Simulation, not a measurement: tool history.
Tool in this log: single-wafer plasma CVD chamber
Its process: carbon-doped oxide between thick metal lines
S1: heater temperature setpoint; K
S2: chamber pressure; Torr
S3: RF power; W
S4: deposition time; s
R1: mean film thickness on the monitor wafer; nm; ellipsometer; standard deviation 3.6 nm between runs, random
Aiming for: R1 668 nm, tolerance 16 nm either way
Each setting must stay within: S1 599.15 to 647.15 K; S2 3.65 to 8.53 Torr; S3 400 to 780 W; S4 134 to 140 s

run 1 hour=0 | S1=623.15 S2=6.09 S3=590 S4=140 | R1=831.52
run 2 hour=5.5 | S1=623.15 S2=6.09 S3=525 S4=140 | R1=774.88
run 3 hour=10.3 | S1=623.15 S2=6.09 S3=525 S4=140 | R1=768.73
run 4 hour=14.7 | S1=624.15 S2=6.01 S3=515 S4=140 | R1=763.02
run 5 hour=17 | S1=615.15 S2=6.01 S3=515 S4=140 | R1=783.19
run 6 hour=21.9 | S1=616.15 S2=5.91 S3=505 S4=140 | R1=770.14
run 7 hour=23.4 | S1=617.15 S2=5.81 S3=495 S4=140 | R1=761.73
run 8 hour=24.3 | S1=618.15 S2=5.77 S3=485 S4=140 | R1=747.23
run 9 hour=31.1 | S1=618.15 S2=5.77 S3=485 S4=140 | R1=758.06
run 10 hour=39.8 | S1=619.15 S2=5.79 S3=475 S4=139 | R1=737.85
run 11 hour=42.3 | S1=620.15 S2=5.76 S3=465 S4=139 | R1=728.25
run 12 hour=49 | S1=621.15 S2=5.73 S3=455 S4=139 | R1=709.3
run 13 hour=51.4 | S1=622.15 S2=5.69 S3=450 S4=139 | R1=703.94
run 14 hour=52 | S1=622.15 S2=5.69 S3=450 S4=139 | R1=694.85
run 15 hour=57.2 | S1=623.15 S2=5.66 S3=450 S4=139 | R1=694.53
-- hour=63.4 thermocouple changed; heater temperature recalibrated
run 16 hour=63.4 | S1=624.15 S2=5.63 S3=450 S4=139 | R1=690.6

Exercise: of the 4 proposed moves below, exactly one satisfies all targets within the stated allowed misses. Which move is it?
run A hour=69.6 | S1=627.15 S2=6.76 S3=455 S4=140 | R1=?
run B hour=69.6 | S1=631.15 S2=6.58 S3=455 S4=140 | R1=?
run C hour=69.6 | S1=618.15 S2=4.56 S3=515 S4=134 | R1=?
run D hour=69.6 | S1=630.15 S2=4.31 S3=460 S4=139 | R1=?

move=A R1=709.38
move=B R1=700.24
move=C R1=726.5
move=D R1=676.7
A: the biggest miss grows against the last run
B: the biggest miss grows against the last run
C: the biggest miss grows against the last run
D: all results in spec
Answer: D
